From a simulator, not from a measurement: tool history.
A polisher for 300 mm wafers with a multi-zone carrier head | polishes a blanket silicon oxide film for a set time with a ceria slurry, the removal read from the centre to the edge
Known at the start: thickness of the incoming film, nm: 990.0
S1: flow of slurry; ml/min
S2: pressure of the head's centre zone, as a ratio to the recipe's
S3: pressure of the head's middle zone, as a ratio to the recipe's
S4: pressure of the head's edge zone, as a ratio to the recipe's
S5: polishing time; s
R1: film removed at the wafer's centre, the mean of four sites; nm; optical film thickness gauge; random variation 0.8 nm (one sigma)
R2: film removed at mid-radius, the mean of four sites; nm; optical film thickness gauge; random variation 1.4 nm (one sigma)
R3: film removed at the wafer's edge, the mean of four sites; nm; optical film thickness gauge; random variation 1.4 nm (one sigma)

Run 1, hour 0: S1 205 ml/min, S2 1, S3 1, S4 1, S5 35 s. Result: R1 99.451 nm, R2 105.74 nm, R3 109.45 nm.
Run 2, hour 0.6: S1 180 ml/min, S2 1, S3 1, S4 1, S5 35 s. Result: R1 96.771 nm, R2 105.48 nm, R3 106.29 nm.
Run 3, hour 5: S1 230 ml/min, S2 1, S3 1, S4 1, S5 35 s. Result: R1 101.2 nm, R2 106.64 nm, R3 110.64 nm.
Run 4, hour 13.1: S1 230 ml/min, S2 1.03, S3 1, S4 1, S5 35 s. Result: R1 103.4 nm, R2 109.72 nm, R3 111.49 nm.
Run 5, hour 17.3: S1 240 ml/min, S2 1.04, S3 0.96, S4 1.03, S5 35 s. Result: R1 105.68 nm, R2 107.2 nm, R3 113.01 nm.
Run 6, hour 19.9: S1 240 ml/min, S2 1.04, S3 0.89, S4 1.03, S5 35 s. Result: R1 106.06 nm, R2 99.542 nm, R3 111.63 nm.
Run 7, hour 26.9: S1 250 ml/min, S2 1.04, S3 0.88, S4 1.06, S5 36 s. Result: R1 107.96 nm, R2 98.384 nm, R3 116.67 nm.
Run 8, hour 30: S1 255 ml/min, S2 1.04, S3 0.88, S4 1.08, S5 36 s. Result: R1 109.31 nm, R2 103.16 nm, R3 118 nm.
Run 9, hour 36.8: S1 255 ml/min, S2 1.04, S3 0.88, S4 1.08, S5 36 s. Result: R1 109.49 nm, R2 101.4 nm, R3 118.82 nm.
Run 10, hour 42: S1 260 ml/min, S2 1.04, S3 0.87, S4 1.1, S5 36 s. Result: R1 109.62 nm, R2 100.57 nm, R3 119.3 nm.

Run 11 comes next. What will it give?
Run 11, hour 51: S1 265 ml/min, S2 1.04, S3 0.86, S4 1.12, S5 36 s. Result: R1 ?, R2 ?, R3 ?.

{"run 11": {"R1": 110.35, "R2": 100.04, "R3": 122.79}}
